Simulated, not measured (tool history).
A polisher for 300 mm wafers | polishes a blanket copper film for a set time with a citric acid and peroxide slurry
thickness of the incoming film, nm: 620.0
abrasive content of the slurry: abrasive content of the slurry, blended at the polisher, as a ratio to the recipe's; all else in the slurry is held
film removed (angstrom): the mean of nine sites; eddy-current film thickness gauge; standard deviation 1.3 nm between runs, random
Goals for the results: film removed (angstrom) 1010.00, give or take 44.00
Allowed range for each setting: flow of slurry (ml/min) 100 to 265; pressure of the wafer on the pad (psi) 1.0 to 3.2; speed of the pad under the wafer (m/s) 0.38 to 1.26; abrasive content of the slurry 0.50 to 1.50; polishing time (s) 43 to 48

run	hour	flow of slurry (ml/min)	pressure of the wafer on the pad (psi)	speed of the pad under the wafer (m/s)	abrasive content of the slurry	polishing time (s)	film removed (angstrom)
1	0.0	170	2.1	0.82	1.00	48	665.52
2	7.5	170	2.1	0.82	1.15	48	679.73
3	16.0	170	2.1	0.82	1.15	43	603.31
4	24.8	170	2.4	0.84	1.15	43	694.78
5	26.4	170	2.4	0.84	1.05	43	678.73
6	31.4	170	2.4	0.84	1.15	43	705.15
7	40.4	170	2.7	0.86	1.15	43	792.85
8	49.0	175	3.2	0.92	1.15	43	955.34

Exactly one of the 5 candidate moves below puts every result within its allowed miss. Which one?
A	57.6	210	3.2	0.82	1.20	44	?
B	57.6	200	3.2	0.90	0.90	48	?
C	57.6	160	3.2	0.76	1.25	48	?
D	57.6	205	3.2	0.82	1.05	46	?
E	57.6	205	3.0	0.96	1.10	43	?

move	film removed (angstrom)
A	892.82
B	990.52
C	884.83
D	901.86
E	943.65
A: moves away from the targets compared with the last run
B: meets every target
C: moves away from the targets compared with the last run
D: moves away from the targets compared with the last run
E: moves away from the targets compared with the last run
The right move is B.
